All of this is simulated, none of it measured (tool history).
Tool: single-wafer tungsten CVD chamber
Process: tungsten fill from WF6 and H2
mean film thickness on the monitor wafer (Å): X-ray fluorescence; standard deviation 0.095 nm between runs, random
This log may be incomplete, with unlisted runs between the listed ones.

run	hour	heater temperature setpoint (K)	chamber pressure (Torr)	deposition time (s)	mean film thickness on the monitor wafer (Å)
1	0	648.15	54.2	12.3	286.46
2	4.7	652.15	54.2	12.3	315.26
3	12.6	642.15	54.2	12.3	247.99
4	21.6	638.15	54.2	12.3	225.58
5	29	641.15	54.3	12.3	242.45
6	35.3	641.15	45.1	12.3	223.71
7	38	644.15	45.2	12.3	239.83

The next listed run, before its measurement:
8	46.9	646.15	45.2	12.3	?

{"run 8": {"mean film thickness on the monitor wafer (Å)": 252.56}}
